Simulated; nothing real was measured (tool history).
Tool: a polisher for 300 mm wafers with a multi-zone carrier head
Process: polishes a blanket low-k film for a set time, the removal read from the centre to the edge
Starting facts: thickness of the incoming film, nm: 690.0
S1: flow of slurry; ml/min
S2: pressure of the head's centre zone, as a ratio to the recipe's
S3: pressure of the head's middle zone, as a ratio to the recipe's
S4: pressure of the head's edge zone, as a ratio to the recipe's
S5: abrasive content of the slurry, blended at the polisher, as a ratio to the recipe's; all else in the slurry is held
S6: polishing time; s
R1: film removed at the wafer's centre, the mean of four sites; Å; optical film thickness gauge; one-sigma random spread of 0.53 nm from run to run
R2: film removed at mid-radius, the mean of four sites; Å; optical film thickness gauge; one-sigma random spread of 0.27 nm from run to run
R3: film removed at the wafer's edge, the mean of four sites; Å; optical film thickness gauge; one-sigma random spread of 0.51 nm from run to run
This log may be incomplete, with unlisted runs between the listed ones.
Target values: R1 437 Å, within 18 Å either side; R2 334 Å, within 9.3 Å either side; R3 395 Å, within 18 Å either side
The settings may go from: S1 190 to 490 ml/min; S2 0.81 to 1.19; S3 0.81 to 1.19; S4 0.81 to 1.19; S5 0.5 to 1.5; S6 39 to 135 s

run,hour,S1,S2,S3,S4,S5,S6,R1,R2,R3
1,0,315,1,1,1,1,87,468.56,419.21,433.7
2,4.8,315,1,1.05,1,1,87,475.29,437.3,425
3,12.4,315,1,1.05,1.08,1,87,460.91,441.13,445.14
4,20.4,315,1.03,1.05,1.08,1,87,486.01,440.96,435.5
5,22.4,315,1.03,1.01,1.07,0.95,87,466.56,411.29,434.08
6,23.2,315,1.04,0.99,1.05,0.9,87,454.8,386.23,413.06
7,29.1,310,1.04,0.97,1.04,0.9,87,448.86,380.05,399.89
8,30.1,305,1.04,0.94,1.05,0.9,87,456.29,372.47,410.72
9,36.6,305,1.04,0.92,1.05,0.9,87,455.85,363.24,404.84
10,42.3,300,1.04,0.9,1.05,0.9,87,447.83,353.56,404.28
11,44.2,295,1.04,0.89,1.05,0.9,87,448.03,355.72,408.14
12,50.7,295,1.04,0.88,1.04,0.9,87,453.08,347.57,403.19
13,55,295,1.04,0.87,1.04,0.9,87,451.81,344.03,400.53

Exactly one of the 5 candidate moves below puts every result within its allowed miss. Which one?
A,59.3,340,1.03,0.89,0.97,0.8,94,?,?,?
B,59.3,380,1.05,0.88,1.09,0.95,78,?,?,?
C,59.3,285,1.11,0.91,1.09,0.9,86,?,?,?
D,59.3,360,1.04,0.88,1.03,0.75,102,?,?,?
E,59.3,270,0.98,0.96,1.05,1.1,73,?,?,?

move,R1,R2,R3
A,444.35,347.49,389.01
B,436.66,331.45,394.38
C,474.07,350.83,408.62
D,460.27,352.95,409.41
E,404.46,354.92,388.51
A: moves away from the targets compared with the last run
B: each result inside its tolerance
C: moves away from the targets compared with the last run
D: moves away from the targets compared with the last run
E: moves away from the targets compared with the last run
Answer: B
